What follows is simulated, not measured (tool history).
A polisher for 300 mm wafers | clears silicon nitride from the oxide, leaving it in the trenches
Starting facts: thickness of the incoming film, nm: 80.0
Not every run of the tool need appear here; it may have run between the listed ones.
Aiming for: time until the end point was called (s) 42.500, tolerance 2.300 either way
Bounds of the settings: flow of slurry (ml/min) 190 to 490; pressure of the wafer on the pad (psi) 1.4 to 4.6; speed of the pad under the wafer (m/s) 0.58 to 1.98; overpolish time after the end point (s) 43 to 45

run,hour,flow of slurry (ml/min),pressure of the wafer on the pad (psi),speed of the pad under the wafer (m/s),overpolish time after the end point (s),time until the end point was called (s)
1,0.0,315,3.0,1.28,43,55.003
2,4.2,315,3.0,1.28,43,56.843
3,6.4,315,3.0,1.44,43,50.672
4,12.1,315,3.1,1.44,43,48.684
5,16.7,315,3.2,1.44,43,47.989
6,21.6,250,3.2,1.44,43,49.930
7,27.5,260,3.3,1.44,43,46.964
8,28.7,260,3.4,1.44,43,46.127
9,33.4,260,3.5,1.44,43,46.604
10,37.8,260,3.5,1.44,43,45.668
11,42.0,260,3.5,1.44,43,45.436
12,46.0,260,3.6,1.44,43,44.098

Which single option among these 4 for the next run brings every result within its allowed miss of target? Just one does.
A,50.0,305,2.9,1.54,43,?
B,50.0,200,4.0,1.32,45,?
C,50.0,210,3.8,1.28,43,?
D,50.0,255,4.0,1.42,43,?

move,time until the end point was called (s)
A,49.197
B,48.321
C,51.271
D,43.812
A: lands further from the targets than the last run did
B: lands further from the targets than the last run did
C: lands further from the targets than the last run did
D: every result lands within tolerance
The move that meets every target is D.

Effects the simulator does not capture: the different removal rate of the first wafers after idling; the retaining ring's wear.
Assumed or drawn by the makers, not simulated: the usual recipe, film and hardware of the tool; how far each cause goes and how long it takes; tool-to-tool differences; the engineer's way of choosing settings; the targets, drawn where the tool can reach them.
